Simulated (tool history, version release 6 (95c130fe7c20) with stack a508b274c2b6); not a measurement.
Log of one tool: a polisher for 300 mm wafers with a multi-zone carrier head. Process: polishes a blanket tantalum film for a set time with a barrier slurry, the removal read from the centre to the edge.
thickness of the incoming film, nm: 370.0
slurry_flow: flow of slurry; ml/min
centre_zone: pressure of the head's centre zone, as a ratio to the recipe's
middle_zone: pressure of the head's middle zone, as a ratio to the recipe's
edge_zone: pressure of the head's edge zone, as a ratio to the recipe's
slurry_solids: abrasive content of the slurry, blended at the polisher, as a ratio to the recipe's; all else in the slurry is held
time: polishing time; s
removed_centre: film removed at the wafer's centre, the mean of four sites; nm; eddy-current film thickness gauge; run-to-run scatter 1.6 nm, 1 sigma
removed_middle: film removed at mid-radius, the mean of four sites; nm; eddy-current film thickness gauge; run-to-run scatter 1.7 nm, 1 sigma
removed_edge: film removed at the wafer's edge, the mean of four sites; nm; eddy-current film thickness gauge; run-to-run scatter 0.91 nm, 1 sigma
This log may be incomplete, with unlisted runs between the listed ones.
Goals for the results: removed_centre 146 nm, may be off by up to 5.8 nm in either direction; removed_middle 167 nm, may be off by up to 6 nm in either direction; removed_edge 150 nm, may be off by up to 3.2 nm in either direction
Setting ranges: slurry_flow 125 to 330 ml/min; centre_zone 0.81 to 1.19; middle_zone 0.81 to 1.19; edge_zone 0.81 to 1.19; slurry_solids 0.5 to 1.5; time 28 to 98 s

Run 1, hour 0: slurry_flow 210 ml/min, centre_zone 1, middle_zone 1, edge_zone 1, slurry_solids 1, time 63 s. Result: removed_centre 125.27 nm, removed_middle 110.25 nm, removed_edge 114.03 nm.
Run 2, hour 1.2: slurry_flow 210 ml/min, centre_zone 1.04, middle_zone 1, edge_zone 1, slurry_solids 1, time 63 s. Result: removed_centre 131.22 nm, removed_middle 113.29 nm, removed_edge 113.78 nm.
Run 3, hour 5.1: slurry_flow 220 ml/min, centre_zone 1.01, middle_zone 1.04, edge_zone 1, slurry_solids 1.1, time 64 s. Result: removed_centre 135.82 nm, removed_middle 123.39 nm, removed_edge 120.91 nm.
Run 4, hour 11.5: slurry_flow 230 ml/min, centre_zone 0.99, middle_zone 1.07, edge_zone 1.01, slurry_solids 1.15, time 64 s. Result: removed_centre 132.71 nm, removed_middle 130.53 nm, removed_edge 123.22 nm.
Run 5, hour 19.4: slurry_flow 240 ml/min, centre_zone 0.99, middle_zone 1.09, edge_zone 1.04, slurry_solids 1.2, time 64 s. Result: removed_centre 141.44 nm, removed_middle 131.66 nm, removed_edge 127.21 nm.
Run 6, hour 28.2: slurry_flow 240 ml/min, centre_zone 0.99, middle_zone 1.09, edge_zone 0.99, slurry_solids 1.2, time 64 s. Result: removed_centre 136.98 nm, removed_middle 133.01 nm, removed_edge 124.7 nm.
Run 7, hour 36.2: slurry_flow 240 ml/min, centre_zone 0.97, middle_zone 1.11, edge_zone 1, slurry_solids 1.25, time 65 s. Result: removed_centre 138.27 nm, removed_middle 139.3 nm, removed_edge 127.98 nm.
Run 8, hour 40.3: slurry_flow 245 ml/min, centre_zone 0.95, middle_zone 1.12, edge_zone 1.01, slurry_solids 1.3, time 66 s. Result: removed_centre 140.93 nm, removed_middle 144.66 nm, removed_edge 132.65 nm.
Run 9, hour 44.5: slurry_flow 295 ml/min, centre_zone 0.87, middle_zone 1.19, edge_zone 1.11, slurry_solids 1.5, time 67 s. Result: removed_centre 134.46 nm, removed_middle 163.41 nm, removed_edge 147.07 nm.
Run 10, hour 47.8: slurry_flow 295 ml/min, centre_zone 0.88, middle_zone 1.19, edge_zone 1.11, slurry_solids 1.5, time 67 s. Result: removed_centre 140.21 nm, removed_middle 161.36 nm, removed_edge 148.63 nm.
Run 11, hour 51.7: slurry_flow 295 ml/min, centre_zone 0.88, middle_zone 1.19, edge_zone 1.1, slurry_solids 1.5, time 67 s. Result: removed_centre 142.53 nm, removed_middle 163.48 nm, removed_edge 147.57 nm.
At hour 58: centre zone pressure recalibrated.
Run 12, hour 58: slurry_flow 300 ml/min, centre_zone 0.88, middle_zone 1.19, edge_zone 1.1, slurry_solids 1.5, time 67 s. Result: removed_centre 126.22 nm, removed_middle 165.05 nm, removed_edge 146.59 nm.

Next run, 4 choices. One meets every target within its allowed miss, the rest don't. Which?
Run A, hour 64.3: slurry_flow 180 ml/min, centre_zone 0.98, middle_zone 1.19, edge_zone 1.07, slurry_solids 1.5, time 72 s. Result: removed_centre ?, removed_middle ?, removed_edge ?.
Run B, hour 64.3: slurry_flow 315 ml/min, centre_zone 0.9, middle_zone 1.18, edge_zone 1.08, slurry_solids 1.4, time 68 s. Result: removed_centre ?, removed_middle ?, removed_edge ?.
Run C, hour 64.3: slurry_flow 210 ml/min, centre_zone 0.98, middle_zone 1.19, edge_zone 0.98, slurry_solids 1.35, time 71 s. Result: removed_centre ?, removed_middle ?, removed_edge ?.
Run D, hour 64.3: slurry_flow 270 ml/min, centre_zone 0.91, middle_zone 1.19, edge_zone 1.02, slurry_solids 1.45, time 69 s. Result: removed_centre ?, removed_middle ?, removed_edge ?.

move  removed_centre  removed_middle  removed_edge
   A           145.8          164.54        151.24
   B          132.45          160.75        147.31
   C          142.77          160.81        140.92
   D          135.05          163.49        145.07
A: meets every target
B: closes in on the targets versus the last run, not all within tolerance yet
C: brings the last run's worst result on target, with another outside its allowed miss
D: closes in on the targets versus the last run, not all within tolerance yet
The move that meets every target is A.

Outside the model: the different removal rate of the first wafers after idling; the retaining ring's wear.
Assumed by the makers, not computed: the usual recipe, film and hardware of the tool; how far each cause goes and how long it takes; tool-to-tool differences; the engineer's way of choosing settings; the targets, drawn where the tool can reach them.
